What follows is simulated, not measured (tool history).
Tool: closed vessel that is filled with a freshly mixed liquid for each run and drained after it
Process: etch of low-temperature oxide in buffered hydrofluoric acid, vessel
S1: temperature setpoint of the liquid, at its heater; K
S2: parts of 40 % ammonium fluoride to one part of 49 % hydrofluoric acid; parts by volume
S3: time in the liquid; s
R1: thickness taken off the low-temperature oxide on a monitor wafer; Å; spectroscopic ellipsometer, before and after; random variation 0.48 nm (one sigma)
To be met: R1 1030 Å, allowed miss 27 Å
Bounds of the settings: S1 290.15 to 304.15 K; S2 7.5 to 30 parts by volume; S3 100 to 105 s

run 1 day=0 | S1=296.15 S2=20.5 S3=100 | R1=1319.8
run 2 day=0.138 | S1=296.15 S2=22.5 S3=100 | R1=1236.6
run 3 day=0.392 | S1=296.15 S2=22.5 S3=100 | R1=1231.3
run 4 day=0.458 | S1=296.15 S2=17 S3=100 | R1=1584.3
run 5 day=0.808 | S1=295.15 S2=17.5 S3=100 | R1=1450.4
run 6 day=1.004 | S1=294.15 S2=18 S3=100 | R1=1328.7
run 7 day=1.129 | S1=293.65 S2=18 S3=100 | R1=1298.5
run 8 day=1.492 | S1=293.15 S2=18 S3=100 | R1=1266.1
run 9 day=1.8 | S1=292.65 S2=18 S3=100 | R1=1226.6

4 next moves are on the table. One of them brings every result within its allowed miss. Which?
run A day=2.108 | S1=290.65 S2=20.5 S3=105 | R1=?
run B day=2.108 | S1=293.15 S2=17.5 S3=105 | R1=?
run C day=2.108 | S1=290.15 S2=18.5 S3=105 | R1=?
run D day=2.108 | S1=293.65 S2=16 S3=100 | R1=?

move=A R1=1023.9
move=B R1=1369.1
move=C R1=1093.3
move=D R1=1464.8
A: meets every target
B: further off than the last run
C: nearer than the last run, and not there yet
D: further off than the last run
Answer: A
